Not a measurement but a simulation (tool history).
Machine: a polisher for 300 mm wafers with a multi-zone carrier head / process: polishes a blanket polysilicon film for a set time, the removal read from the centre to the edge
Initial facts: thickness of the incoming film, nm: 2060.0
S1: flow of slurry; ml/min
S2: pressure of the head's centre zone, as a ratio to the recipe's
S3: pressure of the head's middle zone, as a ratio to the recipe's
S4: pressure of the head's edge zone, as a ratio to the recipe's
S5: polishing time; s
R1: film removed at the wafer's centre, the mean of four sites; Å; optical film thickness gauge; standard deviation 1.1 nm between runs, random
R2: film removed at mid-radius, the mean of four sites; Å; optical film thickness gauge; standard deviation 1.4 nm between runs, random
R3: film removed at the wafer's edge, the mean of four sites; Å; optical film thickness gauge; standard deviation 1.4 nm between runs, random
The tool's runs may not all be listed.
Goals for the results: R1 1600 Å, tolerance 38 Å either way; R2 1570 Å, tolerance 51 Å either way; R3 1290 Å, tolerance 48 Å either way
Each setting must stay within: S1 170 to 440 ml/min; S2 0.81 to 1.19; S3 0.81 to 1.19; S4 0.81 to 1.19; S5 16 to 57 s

run  hour   S1    S2    S3    S4  S5      R1      R2      R3
  1     0  280     1     1     1  36  1574.7  1615.5  1555.7
  2   4.3  250     1     1     1  36  1542.9    1568  1540.6
  3     7  250  0.94     1     1  36    1460  1598.5  1525.4
  4  14.8  250  0.99     1     1  36    1543  1591.1  1555.6
  5    22  250  0.99  1.07     1  36  1534.3  1691.7  1545.1
  6  26.5  250  0.99  1.07  1.03  36  1535.6  1671.9  1550.6
  7  34.7  275  1.04  1.09  0.97  34  1543.5  1629.2    1472
  8  41.4  290  1.08  1.12  0.92  33  1568.7  1619.6  1370.5
  9  50.4  290  1.09  1.11  0.89  33  1581.2  1608.5    1342

Of the 5 settings listed for the next run, only one would bring every result within its allowed miss of target. Which one?
  A  59.4  360  1.04  1.16  0.94  34   ?   ?   ?
  B  59.4  300  1.13  1.12  0.86  32   ?   ?   ?
  C  59.4  310  1.05  1.11  0.98  33   ?   ?   ?
  D  59.4  305  1.05     1  0.98  33   ?   ?   ?
  E  59.4  285  1.08  1.12  0.95  34   ?   ?   ?

move      R1      R2      R3
   A  1605.9  1771.2  1456.6
   B  1611.6    1589  1299.5
   C  1549.2    1632  1427.6
   D  1545.1  1490.9  1427.8
   E    1626  1679.1  1439.2
A: further off than the last run
B: all results land within tolerance of their targets
C: further off than the last run
D: further off than the last run
E: further off than the last run
Move B is the one to make.
